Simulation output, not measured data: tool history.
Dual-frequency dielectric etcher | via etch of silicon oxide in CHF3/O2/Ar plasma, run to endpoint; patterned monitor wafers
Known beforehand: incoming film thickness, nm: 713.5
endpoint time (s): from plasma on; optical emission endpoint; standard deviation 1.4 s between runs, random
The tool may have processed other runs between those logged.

run,hour,source power (W),bias power (W),endpoint time (s)
1,0.0,780,218,279.78
2,0.8,780,249,268.58
3,4.0,700,222,286.02
4,7.8,830,222,272.26
5,13.9,830,237,268.28
6,19.0,730,210,285.41
7,24.5,660,190,303.29
8,30.9,610,175,317.90
9,32.0,570,164,328.17
10,35.6,540,156,338.80
11,42.6,520,151,344.66

What will run 12 give?
12,46.3,500,147,?

Run 12 produced endpoint time (s) 349.82.
